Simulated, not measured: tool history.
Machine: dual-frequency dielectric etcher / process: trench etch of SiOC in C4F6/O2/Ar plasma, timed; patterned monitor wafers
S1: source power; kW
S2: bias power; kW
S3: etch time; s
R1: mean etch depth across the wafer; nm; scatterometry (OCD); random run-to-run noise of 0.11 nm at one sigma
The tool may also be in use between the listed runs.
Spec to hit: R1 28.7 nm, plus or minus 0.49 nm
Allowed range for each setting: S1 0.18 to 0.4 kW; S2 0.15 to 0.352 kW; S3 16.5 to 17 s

Run 1, hour 0: S1 0.29 kW, S2 0.251 kW, S3 16.5 s. Result: R1 31.305 nm.
Run 2, hour 2.7: S1 0.29 kW, S2 0.251 kW, S3 17 s. Result: R1 32.084 nm.
Run 3, hour 9.8: S1 0.29 kW, S2 0.281 kW, S3 17 s. Result: R1 33.771 nm.
Run 4, hour 11: S1 0.28 kW, S2 0.278 kW, S3 17 s. Result: R1 33.347 nm.
Run 5, hour 15.7: S1 0.27 kW, S2 0.274 kW, S3 17 s. Result: R1 32.859 nm.
Run 6, hour 24.4: S1 0.25 kW, S2 0.274 kW, S3 17 s. Result: R1 32.326 nm.
Run 7, hour 29.4: S1 0.24 kW, S2 0.269 kW, S3 17 s. Result: R1 31.869 nm.
Run 8, hour 37.3: S1 0.24 kW, S2 0.264 kW, S3 17 s. Result: R1 31.476 nm.
Run 9, hour 41: S1 0.23 kW, S2 0.26 kW, S3 17 s. Result: R1 30.833 nm.
Run 10, hour 43.9: S1 0.23 kW, S2 0.258 kW, S3 17 s. Result: R1 30.885 nm.
Run 11, hour 52: S1 0.23 kW, S2 0.255 kW, S3 17 s. Result: R1 30.633 nm.

Of the 4 settings listed for the next run, only one would bring every result within its allowed miss of target. Which one?
Run A, hour 60.1: S1 0.2 kW, S2 0.242 kW, S3 17 s. Result: R1 ?.
Run B, hour 60.1: S1 0.23 kW, S2 0.259 kW, S3 16.5 s. Result: R1 ?.
Run C, hour 60.1: S1 0.23 kW, S2 0.253 kW, S3 16.5 s. Result: R1 ?.
Run D, hour 60.1: S1 0.24 kW, S2 0.273 kW, S3 17 s. Result: R1 ?.

move      R1
   A  28.816
   B    29.8
   C    29.5
   D  31.746
A: all results in spec
B: nearer than the last run, and not there yet
C: nearer than the last run, and not there yet
D: further off than the last run
Answer: A
